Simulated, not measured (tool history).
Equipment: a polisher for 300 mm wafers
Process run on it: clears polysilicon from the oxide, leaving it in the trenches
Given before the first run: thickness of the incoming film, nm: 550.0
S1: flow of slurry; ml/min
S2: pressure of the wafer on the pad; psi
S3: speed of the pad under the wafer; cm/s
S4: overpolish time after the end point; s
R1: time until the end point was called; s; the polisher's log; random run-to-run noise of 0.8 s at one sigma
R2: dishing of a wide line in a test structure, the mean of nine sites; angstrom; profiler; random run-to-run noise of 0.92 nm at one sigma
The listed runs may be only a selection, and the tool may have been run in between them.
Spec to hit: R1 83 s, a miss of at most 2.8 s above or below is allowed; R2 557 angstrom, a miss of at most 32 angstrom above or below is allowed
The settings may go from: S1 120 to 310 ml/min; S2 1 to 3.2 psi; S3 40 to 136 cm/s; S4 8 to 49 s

Run 1, hour 0: S1 200 ml/min, S2 2.1 psi, S3 88 cm/s, S4 25 s. Result: R1 77.615 s, R2 538.67 angstrom.
Run 2, hour 8.2: S1 200 ml/min, S2 2.1 psi, S3 88 cm/s, S4 28 s. Result: R1 76.943 s, R2 562.54 angstrom.
Run 3, hour 9.6: S1 195 ml/min, S2 2 psi, S3 88 cm/s, S4 28 s. Result: R1 80.005 s, R2 556.14 angstrom.
Run 4, hour 10.3: S1 195 ml/min, S2 2 psi, S3 88 cm/s, S4 18 s. Result: R1 78.7 s, R2 537.86 angstrom.
Run 5, hour 19.2: S1 195 ml/min, S2 2 psi, S3 88 cm/s, S4 21 s. Result: R1 79.772 s, R2 523.22 angstrom.
At hour 24.8: worn pad replaced by a new one.
Run 6, hour 24.8: S1 195 ml/min, S2 2 psi, S3 88 cm/s, S4 28 s. Result: R1 75.09 s, R2 572.42 angstrom.
Run 7, hour 26.6: S1 200 ml/min, S2 1.9 psi, S3 88 cm/s, S4 27 s. Result: R1 78.19 s, R2 559.42 angstrom.
Run 8, hour 28.6: S1 195 ml/min, S2 1.9 psi, S3 88 cm/s, S4 27 s. Result: R1 78.187 s, R2 541.14 angstrom.
Run 9, hour 34: S1 200 ml/min, S2 1.9 psi, S3 86 cm/s, S4 29 s. Result: R1 77.077 s, R2 555.96 angstrom.
Run 10, hour 42: S1 190 ml/min, S2 1.9 psi, S3 86 cm/s, S4 29 s. Result: R1 78.093 s, R2 562.72 angstrom.

Next run, 5 choices. One meets every target within its allowed miss, the rest don't. Which?
Run A, hour 50: S1 185 ml/min, S2 1.9 psi, S3 74 cm/s, S4 35 s. Result: R1 ?, R2 ?.
Run B, hour 50: S1 195 ml/min, S2 1.9 psi, S3 82 cm/s, S4 30 s. Result: R1 ?, R2 ?.
Run C, hour 50: S1 220 ml/min, S2 2.5 psi, S3 70 cm/s, S4 32 s. Result: R1 ?, R2 ?.
Run D, hour 50: S1 160 ml/min, S2 1.8 psi, S3 78 cm/s, S4 33 s. Result: R1 ?, R2 ?.
Run E, hour 50: S1 160 ml/min, S2 1.8 psi, S3 100 cm/s, S4 34 s. Result: R1 ?, R2 ?.

move      R1      R2
   A  91.276  555.68
   B  82.424  553.86
   C  78.656   557.4
   D  91.524   553.5
   E  72.449  560.28
A: pushes the last run's worst result past its target
B: all results land within tolerance of their targets
C: closer than the last run, but not yet in spec
D: pushes the last run's worst result past its target
E: its largest miss is bigger than the last run's
The right move is B.
